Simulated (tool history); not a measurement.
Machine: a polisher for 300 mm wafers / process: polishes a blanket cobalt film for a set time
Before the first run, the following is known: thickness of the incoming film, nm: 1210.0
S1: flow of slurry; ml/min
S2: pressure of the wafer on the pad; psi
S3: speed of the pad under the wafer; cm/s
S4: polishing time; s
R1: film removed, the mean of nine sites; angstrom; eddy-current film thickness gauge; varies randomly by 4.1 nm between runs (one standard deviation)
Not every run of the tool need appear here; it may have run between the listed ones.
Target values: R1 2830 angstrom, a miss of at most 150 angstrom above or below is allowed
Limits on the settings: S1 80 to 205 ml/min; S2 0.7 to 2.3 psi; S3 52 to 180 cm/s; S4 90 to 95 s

run	hour	S1	S2	S3	S4	R1
1	0	135	1.5	116	90	3790.1
2	7.6	125	1.5	116	90	3950
3	15.2	125	1.4	114	90	3511.2
4	16.4	125	1.6	114	90	4011.8
5	19.8	125	1.4	114	90	3448.7
6	27.6	125	1.4	114	95	3741.2
7	30.9	125	1.3	114	95	3494.8
8	39	125	1.2	114	95	3152.9

Which of these 5 next moves meets every target?
A	47.1	145	1.1	126	90	?
B	47.1	95	1.2	104	95	?
C	47.1	140	1.2	132	92	?
D	47.1	90	1.3	130	90	?
E	47.1	140	1.4	104	90	?

move	R1
A	3165.7
B	2779.6
C	3659.7
D	3488.8
E	3296.7
A: just as far off the targets as the last run
B: meets every target
C: misses by more than the last run did
D: misses by more than the last run did
E: misses by more than the last run did
So the answer is move B, the one that meets all the targets.
